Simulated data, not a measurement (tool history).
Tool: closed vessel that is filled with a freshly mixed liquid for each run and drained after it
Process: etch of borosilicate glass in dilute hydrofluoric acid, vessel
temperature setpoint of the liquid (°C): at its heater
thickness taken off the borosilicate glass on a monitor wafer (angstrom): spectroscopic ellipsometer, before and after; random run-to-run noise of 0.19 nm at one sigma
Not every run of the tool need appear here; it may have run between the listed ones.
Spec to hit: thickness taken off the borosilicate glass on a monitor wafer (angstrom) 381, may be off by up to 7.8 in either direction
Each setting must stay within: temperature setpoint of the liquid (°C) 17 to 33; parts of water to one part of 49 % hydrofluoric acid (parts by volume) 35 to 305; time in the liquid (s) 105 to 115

| run | hour | temperature setpoint of the liquid (°C) | parts of water to one part of 49 % hydrofluoric acid (parts by volume) | time in the liquid (s) | thickness taken off the borosilicate glass on a monitor wafer (angstrom) |
|---|---|---|---|---|---|
| 1 | 0 | 25 | 170 | 105 | 197.97 |
| 2 | 1 | 25 | 170 | 105 | 196.43 |
| 3 | 2.9 | 26.5 | 160 | 105 | 223.02 |
| 4 | 11.4 | 26.5 | 160 | 105 | 224.03 |
| 5 | 19.5 | 27.5 | 150 | 105 | 251.06 |
| 6 | 26.7 | 28.5 | 145 | 105 | 270.07 |
| 7 | 33.8 | 32.5 | 115 | 105 | 410.24 |
| 8 | 37.1 | 32 | 115 | 105 | 405.36 |

Which of these 5 next moves meets every target?
| A | 40.4 | 31.5 | 125 | 105 | ? |
| B | 40.4 | 30.5 | 105 | 110 | ? |
| C | 40.4 | 32 | 130 | 110 | ? |
| D | 40.4 | 30.5 | 130 | 115 | ? |
| E | 40.4 | 33 | 125 | 105 | ? |

| move | thickness taken off the borosilicate glass on a monitor wafer (angstrom) |
|---|---|
| A | 359.3 |
| B | 443.63 |
| C | 366.09 |
| D | 362.43 |
| E | 379.31 |
A: the result that was furthest off in the last run now lies on the other side of its target
B: misses by more than the last run did
C: the result that was furthest off in the last run now lies on the other side of its target
D: the result that was furthest off in the last run now lies on the other side of its target
E: all results in spec
Answer: E

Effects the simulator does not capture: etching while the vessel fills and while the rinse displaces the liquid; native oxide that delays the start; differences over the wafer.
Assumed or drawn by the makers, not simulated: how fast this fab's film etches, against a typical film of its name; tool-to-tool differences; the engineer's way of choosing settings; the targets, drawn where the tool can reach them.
